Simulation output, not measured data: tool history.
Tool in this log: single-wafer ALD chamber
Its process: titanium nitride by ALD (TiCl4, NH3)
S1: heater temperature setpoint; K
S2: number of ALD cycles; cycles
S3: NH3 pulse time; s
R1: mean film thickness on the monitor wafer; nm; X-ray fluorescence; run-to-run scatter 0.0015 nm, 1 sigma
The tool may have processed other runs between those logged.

{"run": 1, "hour": 0.0, "S1": 658.15, "S2": 32, "S3": 1.7, "R1": 0.69136}
{"run": 2, "hour": 2.2, "S1": 658.15, "S2": 32, "S3": 1.7, "R1": 0.69256}
{"run": 3, "hour": 7.0, "S1": 653.15, "S2": 32, "S3": 1.4, "R1": 0.68392}
{"run": 4, "hour": 13.7, "S1": 658.15, "S2": 32, "S3": 1.4, "R1": 0.68522}
{"run": 5, "hour": 16.9, "S1": 653.15, "S2": 32, "S3": 1.15, "R1": 0.67194}
{"run": 6, "hour": 22.7, "S1": 652.15, "S2": 32, "S3": 1.05, "R1": 0.66418}

Run 7 comes next. What will it give?
{"run": 7, "hour": 24.5, "S1": 652.15, "S2": 32, "S3": 1.02, "R1": "?"}

Run 7 gave R1 0.66263 nm.
